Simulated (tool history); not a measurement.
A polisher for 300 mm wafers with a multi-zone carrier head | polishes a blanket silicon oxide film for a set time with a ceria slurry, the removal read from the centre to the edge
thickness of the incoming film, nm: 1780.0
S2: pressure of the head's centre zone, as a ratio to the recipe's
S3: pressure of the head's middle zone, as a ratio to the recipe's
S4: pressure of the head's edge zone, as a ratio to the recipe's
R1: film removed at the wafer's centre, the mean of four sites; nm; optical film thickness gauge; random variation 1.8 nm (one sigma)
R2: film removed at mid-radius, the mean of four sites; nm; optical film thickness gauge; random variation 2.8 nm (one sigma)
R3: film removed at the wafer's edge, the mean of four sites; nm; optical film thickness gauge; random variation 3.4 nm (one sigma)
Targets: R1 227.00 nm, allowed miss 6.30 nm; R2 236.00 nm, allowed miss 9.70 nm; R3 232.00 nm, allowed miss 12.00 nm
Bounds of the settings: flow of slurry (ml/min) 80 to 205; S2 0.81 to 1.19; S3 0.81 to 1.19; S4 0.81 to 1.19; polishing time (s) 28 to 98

{"run": 1, "day": 0.0, "flow of slurry (ml/min)": 135, "S2": 1.0, "S3": 1.0, "S4": 1.0, "polishing time (s)": 63, "R1": 259.85, "R2": 256.93, "R3": 254.04}
{"run": 2, "day": 0.167, "flow of slurry (ml/min)": 150, "S2": 1.0, "S3": 1.0, "S4": 1.0, "polishing time (s)": 63, "R1": 269.21, "R2": 262.08, "R3": 261.84}
{"run": 3, "day": 0.233, "flow of slurry (ml/min)": 150, "S2": 1.0, "S3": 1.0, "S4": 1.0, "polishing time (s)": 72, "R1": 308.32, "R2": 303.73, "R3": 299.92}
{"run": 4, "day": 0.3, "flow of slurry (ml/min)": 150, "S2": 1.0, "S3": 1.0, "S4": 0.96, "polishing time (s)": 72, "R1": 308.23, "R2": 302.92, "R3": 296.71}
{"run": 5, "day": 0.354, "flow of slurry (ml/min)": 175, "S2": 1.0, "S3": 1.0, "S4": 0.96, "polishing time (s)": 72, "R1": 319.77, "R2": 310.71, "R3": 299.79}
{"run": 6, "day": 0.658, "flow of slurry (ml/min)": 175, "S2": 1.0, "S3": 1.08, "S4": 0.96, "polishing time (s)": 72, "R1": 316.64, "R2": 327.81, "R3": 295.12}
{"run": 7, "day": 0.796, "flow of slurry (ml/min)": 170, "S2": 0.98, "S3": 1.05, "S4": 0.94, "polishing time (s)": 69, "R1": 298.16, "R2": 309.92, "R3": 274.76}
{"run": 8, "day": 0.867, "flow of slurry (ml/min)": 160, "S2": 0.96, "S3": 1.01, "S4": 0.94, "polishing time (s)": 67, "R1": 280.25, "R2": 289.84, "R3": 274.45}
{"run": 9, "day": 1.104, "flow of slurry (ml/min)": 150, "S2": 0.96, "S3": 1.0, "S4": 0.93, "polishing time (s)": 65, "R1": 269.75, "R2": 271.88, "R3": 259.33}
{"run": 10, "day": 1.462, "flow of slurry (ml/min)": 140, "S2": 0.95, "S3": 0.99, "S4": 0.92, "polishing time (s)": 64, "R1": 260.31, "R2": 261.39, "R3": 246.79}
{"run": 11, "day": 1.575, "flow of slurry (ml/min)": 130, "S2": 0.93, "S3": 0.98, "S4": 0.92, "polishing time (s)": 64, "R1": 252.47, "R2": 256.57, "R3": 244.8}
{"run": 12, "day": 1.825, "flow of slurry (ml/min)": 95, "S2": 0.87, "S3": 0.94, "S4": 0.9, "polishing time (s)": 63, "R1": 212.02, "R2": 217.58, "R3": 222.6}
{"run": 13, "day": 1.996, "flow of slurry (ml/min)": 100, "S2": 0.87, "S3": 0.94, "S4": 0.9, "polishing time (s)": 63, "R1": 215.64, "R2": 227.03, "R3": 226.83}

Which of these 5 next moves meets every target?
{"run": "A", "day": 2.167, "flow of slurry (ml/min)": 90, "S2": 0.84, "S3": 0.91, "S4": 0.92, "polishing time (s)": 68, "R1": "?", "R2": "?", "R3": "?"}
{"run": "B", "day": 2.167, "flow of slurry (ml/min)": 110, "S2": 1.01, "S3": 1.15, "S4": 0.94, "polishing time (s)": 62, "R1": "?", "R2": "?", "R3": "?"}
{"run": "C", "day": 2.167, "flow of slurry (ml/min)": 100, "S2": 0.86, "S3": 0.93, "S4": 0.82, "polishing time (s)": 67, "R1": "?", "R2": "?", "R3": "?"}
{"run": "D", "day": 2.167, "flow of slurry (ml/min)": 95, "S2": 0.86, "S3": 0.93, "S4": 0.85, "polishing time (s)": 61, "R1": "?", "R2": "?", "R3": "?"}
{"run": "E", "day": 2.167, "flow of slurry (ml/min)": 115, "S2": 1.06, "S3": 1.04, "S4": 0.81, "polishing time (s)": 58, "R1": "?", "R2": "?", "R3": "?"}

move=A R1=217.53 R2=227.01 R3=234.76
move=B R1=245.00 R2=269.65 R3=225.27
move=C R1=227.50 R2=236.39 R3=225.75
move=D R1=202.99 R2=211.48 R3=206.19
move=E R1=240.87 R2=234.43 R3=199.87
A: nearer than the last run, and not there yet
B: takes the result that was furthest off past its target
C: meets every target
D: further off than the last run
E: takes the result that was furthest off past its target
Answer: C

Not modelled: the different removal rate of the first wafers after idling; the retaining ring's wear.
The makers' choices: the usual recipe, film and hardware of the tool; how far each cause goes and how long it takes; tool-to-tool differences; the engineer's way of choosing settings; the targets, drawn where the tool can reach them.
